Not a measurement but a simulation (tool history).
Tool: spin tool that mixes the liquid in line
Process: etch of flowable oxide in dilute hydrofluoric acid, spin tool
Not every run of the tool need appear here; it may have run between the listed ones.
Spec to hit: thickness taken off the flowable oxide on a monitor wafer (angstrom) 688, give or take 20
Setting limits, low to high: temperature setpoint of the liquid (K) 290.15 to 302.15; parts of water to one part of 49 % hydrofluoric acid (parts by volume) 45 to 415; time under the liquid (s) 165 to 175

run  hour  temperature setpoint of the liquid (K)  parts of water to one part of 49 % hydrofluoric acid (parts by volume)  time under the liquid (s)  thickness taken off the flowable oxide on a monitor wafer (angstrom)
  1     0                                  294.15                                                                     230                        165                                                                246.46
  2     3                                  296.15                                                                     230                        165                                                                264.05
  3   9.5                                  297.65                                                                     190                        165                                                                354.83
  4  11.5                                  298.65                                                                     165                        165                                                                439.11
  5  13.5                                  299.65                                                                     150                        165                                                                508.62
  6  14.8                                  300.15                                                                     140                        165                                                                552.57
  7  16.1                                  300.65                                                                     135                        165                                                                589.96
  8  17.9                                  300.65                                                                     135                        165                                                                605.19

Which of these 4 next moves meets every target?
  A  19.7                                  300.15                                                                     110                        165                                                                     ?
  B  19.7                                  297.15                                                                     110                        175                                                                     ?
  C  19.7                                  300.65                                                                     120                        175                                                                     ?
  D  19.7                                  301.15                                                                     115                        170                                                                     ?

move  thickness taken off the flowable oxide on a monitor wafer (angstrom)
   A                                                                744.29
   B                                                                 702.7
   C                                                                728.01
   D                                                                756.94
A: takes the biggest miss from the last run beyond its target
B: meets every target
C: takes the biggest miss from the last run beyond its target
D: takes the biggest miss from the last run beyond its target
B meets every target.

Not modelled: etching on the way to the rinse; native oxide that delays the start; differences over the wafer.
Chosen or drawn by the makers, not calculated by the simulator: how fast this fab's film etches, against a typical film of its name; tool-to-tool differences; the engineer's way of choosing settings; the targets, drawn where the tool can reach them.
